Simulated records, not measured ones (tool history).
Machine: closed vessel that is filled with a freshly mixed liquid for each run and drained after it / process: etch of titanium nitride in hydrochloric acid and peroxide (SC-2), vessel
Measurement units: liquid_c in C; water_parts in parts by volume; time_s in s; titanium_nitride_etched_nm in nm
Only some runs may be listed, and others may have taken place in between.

run  hour  liquid_c  water_parts  time_s  titanium_nitride_etched_nm
  1     0        58          8.5     260                      12.274
  2   9.3        58          8.5     260                      12.261
  3    16        58         10.5     260                      10.367
  4  20.7        58            9     260                      11.641
  5    27        58           11     260                      9.8766
  6  34.3        58           11     275                      10.665
  7  35.3        60           11     275                      11.972

Run 8 is up next; what results do you expect?
  8  36.4        65           11     275                           ?

Run 8 yielded titanium_nitride_etched_nm 16.145 nm.

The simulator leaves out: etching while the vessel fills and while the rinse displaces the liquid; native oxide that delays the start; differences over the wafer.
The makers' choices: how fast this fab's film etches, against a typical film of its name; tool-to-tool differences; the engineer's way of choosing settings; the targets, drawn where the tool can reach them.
